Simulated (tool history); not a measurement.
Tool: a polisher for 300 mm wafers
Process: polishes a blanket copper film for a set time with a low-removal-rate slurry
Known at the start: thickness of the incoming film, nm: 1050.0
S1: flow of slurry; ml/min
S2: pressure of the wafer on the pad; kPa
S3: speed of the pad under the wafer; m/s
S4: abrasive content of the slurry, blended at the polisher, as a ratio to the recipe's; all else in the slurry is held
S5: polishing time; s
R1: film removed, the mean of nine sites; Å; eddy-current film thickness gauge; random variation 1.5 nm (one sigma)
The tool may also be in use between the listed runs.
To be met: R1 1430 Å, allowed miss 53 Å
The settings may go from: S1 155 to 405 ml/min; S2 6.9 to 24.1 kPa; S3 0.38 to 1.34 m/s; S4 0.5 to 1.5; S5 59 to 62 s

{"run": 1, "hour": 0.0, "S1": 260, "S2": 15.2, "S3": 0.86, "S4": 1, "S5": 59, "R1": 931.32}
{"run": 2, "hour": 4.5, "S1": 200, "S2": 15.2, "S3": 0.86, "S4": 1, "S5": 59, "R1": 920.15}
{"run": 3, "hour": 6.0, "S1": 200, "S2": 16.5, "S3": 0.86, "S4": 1, "S5": 59, "R1": 1005.1}
{"run": 4, "hour": 14.7, "S1": 200, "S2": 17.2, "S3": 0.86, "S4": 1, "S5": 59, "R1": 1038.5}
{"run": 5, "hour": 20.2, "S1": 200, "S2": 17.9, "S3": 0.86, "S4": 1, "S5": 59, "R1": 1080.9}
{"run": 6, "hour": 24.3, "S1": 200, "S2": 18.6, "S3": 0.86, "S4": 1, "S5": 59, "R1": 1137.4}
{"run": 7, "hour": 28.0, "S1": 200, "S2": 18.6, "S3": 0.86, "S4": 1, "S5": 59, "R1": 1118.6}
{"run": 8, "hour": 29.5, "S1": 200, "S2": 19.3, "S3": 0.86, "S4": 1, "S5": 59, "R1": 1152.6}
{"run": 9, "hour": 37.1, "S1": 200, "S2": 20, "S3": 0.86, "S4": 1, "S5": 59, "R1": 1176.8}
{"run": 10, "hour": 44.1, "S1": 200, "S2": 20.7, "S3": 0.86, "S4": 1, "S5": 59, "R1": 1254.8}
{"run": 11, "hour": 49.4, "S1": 205, "S2": 22.8, "S3": 0.86, "S4": 1, "S5": 59, "R1": 1388.6}

Which of these 5 next moves meets every target?
{"run": "A", "hour": 54.7, "S1": 275, "S2": 24.1, "S3": 0.72, "S4": 1.25, "S5": 60, "R1": "?"}
{"run": "B", "hour": 54.7, "S1": 195, "S2": 20, "S3": 0.88, "S4": 1.2, "S5": 59, "R1": "?"}
{"run": "C", "hour": 54.7, "S1": 165, "S2": 22.8, "S3": 0.8, "S4": 1.1, "S5": 59, "R1": "?"}
{"run": "D", "hour": 54.7, "S1": 180, "S2": 24.1, "S3": 0.7, "S4": 1, "S5": 62, "R1": "?"}
{"run": "E", "hour": 54.7, "S1": 185, "S2": 22.1, "S3": 0.8, "S4": 1.1, "S5": 60, "R1": "?"}

move=A R1=1426.2
move=B R1=1304.1
move=C R1=1316.8
move=D R1=1297.1
move=E R1=1313.9
A: meets every target
B: further off than the last run
C: further off than the last run
D: further off than the last run
E: further off than the last run
The right move is A.

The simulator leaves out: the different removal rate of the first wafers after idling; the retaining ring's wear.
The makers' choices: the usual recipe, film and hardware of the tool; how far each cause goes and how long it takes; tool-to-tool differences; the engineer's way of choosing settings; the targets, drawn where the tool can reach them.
